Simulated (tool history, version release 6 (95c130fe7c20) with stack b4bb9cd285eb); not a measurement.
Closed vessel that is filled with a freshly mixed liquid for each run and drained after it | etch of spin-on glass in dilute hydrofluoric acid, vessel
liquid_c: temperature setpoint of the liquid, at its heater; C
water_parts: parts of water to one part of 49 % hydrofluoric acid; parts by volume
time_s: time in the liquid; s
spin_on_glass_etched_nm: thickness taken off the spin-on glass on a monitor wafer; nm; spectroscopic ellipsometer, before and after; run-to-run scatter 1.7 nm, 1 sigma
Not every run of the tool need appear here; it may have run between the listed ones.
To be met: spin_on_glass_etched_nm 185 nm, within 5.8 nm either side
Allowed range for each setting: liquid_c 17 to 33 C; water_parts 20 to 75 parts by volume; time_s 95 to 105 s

Run 1, hour 0: liquid_c 25 C, water_parts 45 parts by volume, time_s 95 s. Result: spin_on_glass_etched_nm 120.54 nm.
Run 2, hour 3.8: liquid_c 25 C, water_parts 35 parts by volume, time_s 95 s. Result: spin_on_glass_etched_nm 154.94 nm.
Run 3, hour 4.7: liquid_c 25 C, water_parts 35 parts by volume, time_s 105 s. Result: spin_on_glass_etched_nm 173.39 nm.
Run 4, hour 8.3: liquid_c 25 C, water_parts 35 parts by volume, time_s 95 s. Result: spin_on_glass_etched_nm 155.62 nm.
Run 5, hour 11.3: liquid_c 25 C, water_parts 40 parts by volume, time_s 95 s. Result: spin_on_glass_etched_nm 135.63 nm.
Run 6, hour 18.9: liquid_c 25 C, water_parts 40 parts by volume, time_s 95 s. Result: spin_on_glass_etched_nm 137.42 nm.
Run 7, hour 21.8: liquid_c 26 C, water_parts 40 parts by volume, time_s 95 s. Result: spin_on_glass_etched_nm 142.64 nm.
Run 8, hour 24.9: liquid_c 27 C, water_parts 40 parts by volume, time_s 95 s. Result: spin_on_glass_etched_nm 147.38 nm.
Run 9, hour 26.5: liquid_c 28 C, water_parts 40 parts by volume, time_s 95 s. Result: spin_on_glass_etched_nm 154.55 nm.
Run 10, hour 30.9: liquid_c 28.5 C, water_parts 40 parts by volume, time_s 95 s. Result: spin_on_glass_etched_nm 158.86 nm.
Run 11, hour 34.2: liquid_c 29 C, water_parts 40 parts by volume, time_s 95 s. Result: spin_on_glass_etched_nm 159.93 nm.
Run 12, hour 42.1: liquid_c 29.5 C, water_parts 40 parts by volume, time_s 95 s. Result: spin_on_glass_etched_nm 162.71 nm.

Exercise: of the 5 proposed moves below, exactly one satisfies all targets within the stated allowed misses. Which move is it?
Run A, hour 50: liquid_c 27 C, water_parts 30 parts by volume, time_s 95 s. Result: spin_on_glass_etched_nm ?.
Run B, hour 50: liquid_c 28.5 C, water_parts 35 parts by volume, time_s 105 s. Result: spin_on_glass_etched_nm ?.
Run C, hour 50: liquid_c 28 C, water_parts 35 parts by volume, time_s 105 s. Result: spin_on_glass_etched_nm ?.
Run D, hour 50: liquid_c 30 C, water_parts 40 parts by volume, time_s 105 s. Result: spin_on_glass_etched_nm ?.
Run E, hour 50: liquid_c 30.5 C, water_parts 35 parts by volume, time_s 95 s. Result: spin_on_glass_etched_nm ?.

move  spin_on_glass_etched_nm
   A                   200.83
   B                   200.82
   C                    196.8
   D                    185.3
   E                   196.85
A: moves the result that the last run missed by most past its target, out the other side
B: moves the result that the last run missed by most past its target, out the other side
C: moves the result that the last run missed by most past its target, out the other side
D: hits every target within its allowed miss
E: moves the result that the last run missed by most past its target, out the other side
Answer: D
